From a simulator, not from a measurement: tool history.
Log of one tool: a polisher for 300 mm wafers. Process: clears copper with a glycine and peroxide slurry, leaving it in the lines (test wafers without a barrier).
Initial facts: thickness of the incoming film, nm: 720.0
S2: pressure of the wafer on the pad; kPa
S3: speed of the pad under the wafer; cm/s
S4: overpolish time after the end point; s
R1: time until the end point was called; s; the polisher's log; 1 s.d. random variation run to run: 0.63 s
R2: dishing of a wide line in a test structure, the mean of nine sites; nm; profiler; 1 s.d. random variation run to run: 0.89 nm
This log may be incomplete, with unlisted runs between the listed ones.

Run 1, day 0: flow of slurry (ml/min) 285, S2 21.4 kPa, S3 114 cm/s, S4 13 s. Result: R1 98.158 s, R2 54.43 nm.
Run 2, day 0.262: flow of slurry (ml/min) 285, S2 22.8 kPa, S3 114 cm/s, S4 13 s. Result: R1 92.745 s, R2 57.418 nm.
Run 3, day 0.388: flow of slurry (ml/min) 285, S2 26.9 kPa, S3 114 cm/s, S4 13 s. Result: R1 81.753 s, R2 64.336 nm.
Run 4, day 0.429: flow of slurry (ml/min) 285, S2 27.6 kPa, S3 114 cm/s, S4 13 s. Result: R1 79.076 s, R2 66.391 nm.
Run 5, day 0.633: flow of slurry (ml/min) 285, S2 28.3 kPa, S3 114 cm/s, S4 13 s. Result: R1 76.999 s, R2 67.11 nm.
Run 6, day 0.688: flow of slurry (ml/min) 315, S2 28.3 kPa, S3 114 cm/s, S4 13 s. Result: R1 76.168 s, R2 65.925 nm.
Run 7, day 0.733: flow of slurry (ml/min) 305, S2 29 kPa, S3 114 cm/s, S4 13 s. Result: R1 75.157 s, R2 68.59 nm.
Run 8, day 1.096: flow of slurry (ml/min) 300, S2 29 kPa, S3 114 cm/s, S4 13 s. Result: R1 73.435 s, R2 68.117 nm.
Run 9, day 1.45: flow of slurry (ml/min) 290, S2 29 kPa, S3 114 cm/s, S4 13 s. Result: R1 74.415 s, R2 67.811 nm.

What will run 10 give?
Run 10, day 1.667: flow of slurry (ml/min) 290, S2 29.6 kPa, S3 114 cm/s, S4 15 s. Result: R1 ?, R2 ?.

{"run 10": {"R1": 73.599, "R2": 77.295}}
